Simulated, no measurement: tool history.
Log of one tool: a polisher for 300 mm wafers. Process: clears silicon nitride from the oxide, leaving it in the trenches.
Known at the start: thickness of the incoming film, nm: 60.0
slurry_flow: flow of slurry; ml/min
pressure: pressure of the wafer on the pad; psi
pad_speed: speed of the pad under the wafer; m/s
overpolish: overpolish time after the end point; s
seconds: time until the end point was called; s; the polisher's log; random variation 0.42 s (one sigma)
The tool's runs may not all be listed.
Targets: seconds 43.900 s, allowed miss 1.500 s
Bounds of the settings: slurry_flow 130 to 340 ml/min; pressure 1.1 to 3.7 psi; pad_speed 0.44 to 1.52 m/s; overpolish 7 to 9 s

run	day	slurry_flow	pressure	pad_speed	overpolish	seconds
1	0.000	220	2.4	0.98	9	70.368
2	0.067	220	2.5	0.98	9	67.987
3	0.138	220	2.6	0.98	9	65.481
4	0.433	220	2.6	0.78	9	81.158
5	0.629	220	2.7	0.80	9	75.832
6	0.954	220	2.8	0.82	9	71.119
7	1.271	220	2.9	0.84	9	67.134
8	1.371	220	2.9	0.84	9	67.625
9	1.604	220	3.0	0.86	9	63.955
10	1.954	230	3.6	0.96	9	47.987
11	2.033	230	3.6	0.96	9	47.826

Which of these 5 next moves meets every target?
A	2.112	225	3.5	0.86	8	?
B	2.112	260	3.6	0.94	7	?
C	2.112	275	3.4	0.88	9	?
D	2.112	205	3.7	1.04	9	?
E	2.112	220	3.6	0.96	9	?

move	seconds
A	54.538
B	48.005
C	53.784
D	43.518
E	47.879
A: further off than the last run
B: as far off as the last run
C: further off than the last run
D: meets every target
E: as far off as the last run
Move D is the one to make.
